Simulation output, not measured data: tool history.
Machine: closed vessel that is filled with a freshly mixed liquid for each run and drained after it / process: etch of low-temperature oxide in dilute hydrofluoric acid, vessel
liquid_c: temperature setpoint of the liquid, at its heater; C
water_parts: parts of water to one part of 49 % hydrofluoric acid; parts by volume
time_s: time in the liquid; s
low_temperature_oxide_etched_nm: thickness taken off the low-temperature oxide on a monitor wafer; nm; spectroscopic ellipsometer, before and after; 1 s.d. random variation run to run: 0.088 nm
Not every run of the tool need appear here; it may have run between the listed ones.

run  hour  liquid_c  water_parts  time_s  low_temperature_oxide_etched_nm
  1   0.0      20.0          215     395                           15.987
  2   7.6      18.5          215     395                           15.183
  3   9.5      21.0          210     395                           17.075
  4  18.4      23.5          210     395                           18.783
  5  25.9      24.5          205     395                           19.960
  6  34.7      24.5          270     395                           14.236
  7  39.5      25.5          250     395                           16.155
  8  45.5      26.0          235     395                           17.946
  9  54.0      26.5          225     395                           19.136

What will run 10 give?
 10  58.8      28.0          190     395                                ?

low_temperature_oxide_etched_nm: 25.046 nm

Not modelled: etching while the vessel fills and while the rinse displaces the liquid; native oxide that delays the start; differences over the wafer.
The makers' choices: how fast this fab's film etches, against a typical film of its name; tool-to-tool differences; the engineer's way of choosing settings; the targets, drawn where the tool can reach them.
